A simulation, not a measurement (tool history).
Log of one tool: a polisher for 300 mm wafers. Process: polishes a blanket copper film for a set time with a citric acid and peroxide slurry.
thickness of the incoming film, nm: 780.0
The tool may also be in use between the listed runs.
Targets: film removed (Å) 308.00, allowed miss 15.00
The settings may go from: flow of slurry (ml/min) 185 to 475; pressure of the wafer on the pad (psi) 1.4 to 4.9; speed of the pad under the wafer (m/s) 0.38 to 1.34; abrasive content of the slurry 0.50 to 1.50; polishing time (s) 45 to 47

run	hour	flow of slurry (ml/min)	pressure of the wafer on the pad (psi)	speed of the pad under the wafer (m/s)	abrasive content of the slurry	polishing time (s)	film removed (Å)
1	0.0	305	3.1	0.86	1.00	45	895.65
2	6.8	305	3.1	0.70	1.00	45	781.87
3	12.2	290	2.7	0.62	0.90	45	596.10
4	13.7	290	2.7	0.62	1.00	45	624.76
5	21.5	285	2.4	0.56	0.95	45	490.02
6	28.2	285	2.4	0.56	1.05	45	528.85
7	30.9	285	2.2	0.52	1.05	45	442.61
8	32.7	285	2.0	0.52	1.05	45	416.14
9	37.4	285	1.9	0.50	1.05	45	376.13
10	39.0	285	1.8	0.50	1.05	45	361.54
11	42.9	285	1.7	0.50	1.05	45	342.78
12	49.6	285	1.6	0.50	1.05	45	323.21

Which of these 4 next moves meets every target?
A	56.3	300	1.8	0.48	1.15	45	?
B	56.3	305	1.7	0.44	1.05	45	?
C	56.3	205	1.8	0.44	1.15	47	?
D	56.3	285	2.2	0.38	0.85	45	?

move	film removed (Å)
A	358.94
B	312.18
C	344.46
D	333.15
A: further off than the last run
B: meets every target
C: further off than the last run
D: further off than the last run
Move B is the one to make.
